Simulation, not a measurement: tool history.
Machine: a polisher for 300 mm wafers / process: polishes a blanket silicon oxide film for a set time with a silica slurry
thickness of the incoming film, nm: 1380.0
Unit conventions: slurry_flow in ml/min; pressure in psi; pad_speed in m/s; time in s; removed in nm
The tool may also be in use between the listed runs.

run	hour	slurry_flow	pressure	pad_speed	slurry_solids	time	removed
1	0	215	4.7	0.92	1	42	105.78
2	1.7	215	4.2	0.92	1	42	92.751
3	7.7	215	4.2	0.92	1	42	92.475
4	10	215	4.9	0.92	1	42	107.07
5	18.8	215	4.4	0.92	1	42	97.943
6	22.5	215	4.4	0.92	0.85	42	91.269
7	28.2	215	4.1	0.92	0.85	42	85.85

For run 8, what comes out?
8	30.3	215	3.9	0.92	0.85	42	?

removed: 79.618 nm
